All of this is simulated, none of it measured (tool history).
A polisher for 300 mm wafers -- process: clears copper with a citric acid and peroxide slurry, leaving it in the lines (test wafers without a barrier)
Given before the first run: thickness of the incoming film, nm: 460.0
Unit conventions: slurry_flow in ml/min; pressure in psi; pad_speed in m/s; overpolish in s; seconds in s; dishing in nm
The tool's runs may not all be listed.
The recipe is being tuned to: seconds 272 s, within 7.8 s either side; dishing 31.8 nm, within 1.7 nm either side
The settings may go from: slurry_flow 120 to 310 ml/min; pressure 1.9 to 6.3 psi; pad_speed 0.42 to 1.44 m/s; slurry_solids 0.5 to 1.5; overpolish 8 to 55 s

{"run": 1, "day": 0.0, "slurry_flow": 200, "pressure": 4.1, "pad_speed": 0.92, "slurry_solids": 1, "overpolish": 28, "seconds": 176.44, "dishing": 41.414}
{"run": 2, "day": 0.071, "slurry_flow": 200, "pressure": 4.1, "pad_speed": 0.92, "slurry_solids": 1, "overpolish": 20, "seconds": 176.37, "dishing": 31.675}
{"run": 3, "day": 0.288, "slurry_flow": 195, "pressure": 3.6, "pad_speed": 0.92, "slurry_solids": 1, "overpolish": 24, "seconds": 198.43, "dishing": 32.621}
{"run": 4, "day": 0.442, "slurry_flow": 195, "pressure": 3.6, "pad_speed": 0.92, "slurry_solids": 1.1, "overpolish": 24, "seconds": 196.67, "dishing": 34.587}
{"run": 5, "day": 0.575, "slurry_flow": 190, "pressure": 3.2, "pad_speed": 0.92, "slurry_solids": 1.15, "overpolish": 25, "seconds": 212.28, "dishing": 32.08}
{"run": 6, "day": 0.838, "slurry_flow": 185, "pressure": 2.9, "pad_speed": 0.92, "slurry_solids": 1.15, "overpolish": 27, "seconds": 234.59, "dishing": 31.811}
{"run": 7, "day": 1.183, "slurry_flow": 175, "pressure": 2.7, "pad_speed": 0.92, "slurry_solids": 1.15, "overpolish": 28, "seconds": 254.46, "dishing": 31.855}
{"run": 8, "day": 1.35, "slurry_flow": 175, "pressure": 2.7, "pad_speed": 0.92, "slurry_solids": 1.15, "overpolish": 28, "seconds": 249.46, "dishing": 30.772}
{"run": 9, "day": 1.608, "slurry_flow": 165, "pressure": 2.6, "pad_speed": 0.92, "slurry_solids": 1.15, "overpolish": 29, "seconds": 262.42, "dishing": 31.184}

Below are 4 possible settings for the next run. Only one of them brings all results inside the allowed miss of their targets. Which is it?
{"run": "A", "day": 1.867, "slurry_flow": 205, "pressure": 2.8, "pad_speed": 0.78, "slurry_solids": 1.3, "overpolish": 31, "seconds": "?", "dishing": "?"}
{"run": "B", "day": 1.867, "slurry_flow": 160, "pressure": 2.6, "pad_speed": 1, "slurry_solids": 0.95, "overpolish": 33, "seconds": "?", "dishing": "?"}
{"run": "C", "day": 1.867, "slurry_flow": 185, "pressure": 2.8, "pad_speed": 0.84, "slurry_solids": 1.25, "overpolish": 36, "seconds": "?", "dishing": "?"}
{"run": "D", "day": 1.867, "slurry_flow": 140, "pressure": 1.9, "pad_speed": 1.26, "slurry_solids": 1.4, "overpolish": 29, "seconds": "?", "dishing": "?"}

move=A seconds=271.21 dishing=31.9
move=B seconds=256.87 dishing=35.18
move=C seconds=259.15 dishing=37.742
move=D seconds=247.3 dishing=32.103
A: meets every target
B: misses by more than the last run did
C: misses by more than the last run did
D: misses by more than the last run did
A is the move that brings every result within its allowed miss.
